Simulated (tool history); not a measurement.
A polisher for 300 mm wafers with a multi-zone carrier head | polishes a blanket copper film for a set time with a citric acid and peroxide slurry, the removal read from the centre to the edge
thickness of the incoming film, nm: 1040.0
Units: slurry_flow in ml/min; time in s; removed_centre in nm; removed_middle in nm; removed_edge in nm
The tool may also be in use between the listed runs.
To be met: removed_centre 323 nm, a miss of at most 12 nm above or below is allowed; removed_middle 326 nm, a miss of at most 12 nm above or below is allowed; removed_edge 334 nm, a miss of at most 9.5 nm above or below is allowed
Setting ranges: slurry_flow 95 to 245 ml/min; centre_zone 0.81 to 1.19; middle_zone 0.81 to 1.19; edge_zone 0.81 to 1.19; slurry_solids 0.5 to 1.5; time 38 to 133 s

run,day,slurry_flow,centre_zone,middle_zone,edge_zone,slurry_solids,time,removed_centre,removed_middle,removed_edge
1,0,155,1,1,1,1,85,262.15,266.29,260.81
2,0.071,155,1,1,1,0.9,85,260,262.83,253.91
3,0.138,165,1.01,1.01,1.03,1,85,266.72,274.27,265.63
4,0.262,170,1.02,1.01,1.05,1.1,86,280.34,281.42,275.42
5,0.404,170,1.02,1.01,1.05,1.2,86,286.51,283.74,281.1
6,0.762,170,1.02,1.01,1.05,1.2,106,348.43,349.71,346.33
7,1.083,165,1.02,1.01,1.05,1.2,106,344.64,353.04,346.78
8,1.142,160,1.02,1,1.05,1.2,106,346.74,348.4,341.3
9,1.396,155,1.01,0.99,1.05,1.2,106,345.09,331.16,342.49
10,1.617,155,1,0.99,1.05,1.2,106,329.74,344.56,343.46
11,1.842,150,1,0.99,1.05,1.2,106,332.19,344,344.45

Exactly one of the 4 candidate moves below puts every result within its allowed miss. Which one?
A,2.067,165,0.9,1.04,1.08,1.45,104,?,?,?
B,2.067,150,1,0.97,1.05,1.25,103,?,?,?
C,2.067,140,0.88,1.04,1.06,1.25,111,?,?,?
D,2.067,225,0.89,1,1.04,1.15,104,?,?,?

move,removed_centre,removed_middle,removed_edge
A,307.29,361.88,356.72
B,323.11,323.3,335.27
C,301.97,365.2,359.47
D,305.82,350.57,346.66
A: moves away from the targets compared with the last run
B: every result within its allowed miss
C: moves away from the targets compared with the last run
D: moves away from the targets compared with the last run
So the answer is move B, the one that meets all the targets.
